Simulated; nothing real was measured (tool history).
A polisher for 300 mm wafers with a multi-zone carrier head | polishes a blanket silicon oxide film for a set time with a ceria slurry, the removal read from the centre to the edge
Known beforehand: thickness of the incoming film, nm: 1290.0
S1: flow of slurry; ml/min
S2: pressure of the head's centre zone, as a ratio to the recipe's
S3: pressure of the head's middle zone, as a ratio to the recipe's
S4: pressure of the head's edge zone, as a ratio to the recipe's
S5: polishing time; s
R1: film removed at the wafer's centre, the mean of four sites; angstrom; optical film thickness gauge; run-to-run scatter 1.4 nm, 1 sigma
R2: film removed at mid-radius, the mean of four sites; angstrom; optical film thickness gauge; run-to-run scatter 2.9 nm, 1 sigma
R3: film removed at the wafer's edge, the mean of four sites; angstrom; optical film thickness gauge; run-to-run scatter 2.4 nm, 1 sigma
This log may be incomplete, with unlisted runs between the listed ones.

Run 1, hour 0.0: S1 270 ml/min, S2 1.00, S3 1.00, S4 1.00, S5 61 s. Result: R1 3816.2 angstrom, R2 3827.4 angstrom, R3 3861.3 angstrom.
Run 2, hour 8.9: S1 270 ml/min, S2 1.00, S3 1.00, S4 1.00, S5 67 s. Result: R1 4170.4 angstrom, R2 4304.5 angstrom, R3 4202.3 angstrom.
Run 3, hour 11.4: S1 315 ml/min, S2 1.00, S3 1.00, S4 1.00, S5 67 s. Result: R1 4259.3 angstrom, R2 4401.4 angstrom, R3 4221.3 angstrom.
Run 4, hour 15.3: S1 330 ml/min, S2 0.95, S3 1.00, S4 0.95, S5 55 s. Result: R1 3377.6 angstrom, R2 3623.9 angstrom, R3 3385.6 angstrom.
Run 5, hour 17.0: S1 330 ml/min, S2 0.98, S3 1.00, S4 0.95, S5 55 s. Result: R1 3433.9 angstrom, R2 3531.7 angstrom, R3 3424.8 angstrom.
Run 6, hour 19.7: S1 325 ml/min, S2 0.93, S3 0.98, S4 0.91, S5 48 s. Result: R1 2893.5 angstrom, R2 3092.9 angstrom, R3 2962.4 angstrom.
Run 7, hour 24.0: S1 325 ml/min, S2 0.90, S3 0.97, S4 0.88, S5 43 s. Result: R1 2489.7 angstrom, R2 2668.3 angstrom, R3 2578.3 angstrom.
Run 8, hour 29.1: S1 275 ml/min, S2 0.81, S3 0.96, S4 0.81, S5 41 s. Result: R1 2159.7 angstrom, R2 2501.5 angstrom, R3 2338.7 angstrom.

What does the tool deliver on the next run?
Run 9, hour 35.1: S1 270 ml/min, S2 0.81, S3 0.95, S4 0.81, S5 40 s. Result: R1 ?, R2 ?, R3 ?.

R1: 2132.9 angstrom
R2: 2427.1 angstrom
R3: 2270.7 angstrom
